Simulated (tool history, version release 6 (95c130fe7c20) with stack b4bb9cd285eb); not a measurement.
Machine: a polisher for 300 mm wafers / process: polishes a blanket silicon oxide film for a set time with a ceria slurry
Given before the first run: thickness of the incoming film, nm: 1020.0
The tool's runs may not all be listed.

run  hour  flow of slurry (ml/min)  pressure of the wafer on the pad (psi)  speed of the pad under the wafer (m/s)  polishing time (s)  film removed (angstrom)
  1   0.0                      260                                     2.7                                    1.00                  70                   3165.9
  2   2.5                      260                                     2.4                                    1.00                  70                   2836.4
  3   3.6                      260                                     1.9                                    1.00                  70                   2249.0
  4  11.2                      260                                     2.2                                    1.00                  70                   2594.4
  5  15.6                      260                                     2.5                                    1.00                  70                   2962.8
  6  18.1                      260                                     2.7                                    1.00                  70                   3158.1

Estimate the outcome of run 7 from the log above:
  7  23.9                      260                                     2.9                                    1.00                  70                        ?

{"run 7": {"film removed (angstrom)": 3346.9}}
